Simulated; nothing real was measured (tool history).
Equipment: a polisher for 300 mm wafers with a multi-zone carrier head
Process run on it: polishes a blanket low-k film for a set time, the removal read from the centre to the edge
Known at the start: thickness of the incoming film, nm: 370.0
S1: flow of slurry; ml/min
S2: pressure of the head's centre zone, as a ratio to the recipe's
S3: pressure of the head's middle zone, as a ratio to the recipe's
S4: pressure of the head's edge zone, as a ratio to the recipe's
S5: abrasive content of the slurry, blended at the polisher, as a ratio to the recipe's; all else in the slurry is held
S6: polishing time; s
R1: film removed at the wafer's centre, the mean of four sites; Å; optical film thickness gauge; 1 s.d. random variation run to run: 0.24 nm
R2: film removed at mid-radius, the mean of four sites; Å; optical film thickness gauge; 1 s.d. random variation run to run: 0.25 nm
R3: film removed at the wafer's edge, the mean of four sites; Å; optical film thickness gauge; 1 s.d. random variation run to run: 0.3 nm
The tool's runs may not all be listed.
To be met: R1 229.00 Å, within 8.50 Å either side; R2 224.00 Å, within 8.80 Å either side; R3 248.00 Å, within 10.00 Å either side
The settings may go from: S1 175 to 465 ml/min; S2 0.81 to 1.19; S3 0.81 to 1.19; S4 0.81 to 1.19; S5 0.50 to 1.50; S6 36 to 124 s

run  hour   S1    S2    S3    S4    S5  S6      R1      R2      R3
  1   0.0  295  1.00  1.00  1.00  1.00  79  295.53  289.03  305.54
  2   3.0  295  0.98  0.97  0.98  0.90  79  275.51  265.42  296.06
  3   4.8  295  0.98  0.97  0.96  0.85  78  266.50  253.31  271.68
  4   8.6  295  1.05  0.97  0.96  0.85  78  286.49  264.84  272.92
  5  17.1  295  1.02  0.97  0.96  0.85  78  277.44  263.67  278.88
  6  18.7  290  0.99  0.96  0.94  0.80  78  262.18  249.70  265.78
  7  26.1  285  0.97  0.95  0.93  0.80  78  261.95  253.99  270.65
  8  31.6  285  0.96  0.95  0.93  0.75  78  251.51  243.45  258.50
  9  37.0  285  0.95  0.94  0.93  0.75  78  248.18  235.16  250.64
 10  43.4  285  0.93  0.94  0.94  0.75  78  242.93  240.51  253.71
 11  49.9  285  0.92  0.92  0.95  0.75  78  239.58  230.72  255.87
 12  51.9  285  0.91  0.92  0.95  0.75  78  229.82  238.02  262.42
 13  53.9  285  0.91  0.91  0.94  0.75  78  233.40  238.04  262.82
 14  58.4  280  0.92  0.91  0.94  0.75  78  240.98  235.40  264.26

Which of these 4 next moves meets every target?
  A  62.9  280  0.90  0.87  0.85  0.50  90   ?   ?   ?
  B  62.9  250  0.99  0.83  0.92  0.70  84   ?   ?   ?
  C  62.9  255  1.06  0.88  1.02  0.55  84   ?   ?   ?
  D  62.9  300  0.84  0.93  0.91  0.70  84   ?   ?   ?

move      R1      R2      R3
   A  228.38  219.60  242.13
   B  262.92  221.22  263.94
   C  257.51  211.98  252.89
   D  228.35  248.53  266.60
A: meets every target
B: further off than the last run
C: meets the target for the result that was furthest off, but another lies outside its allowed miss
D: further off than the last run
Correct choice: A, which meets every target
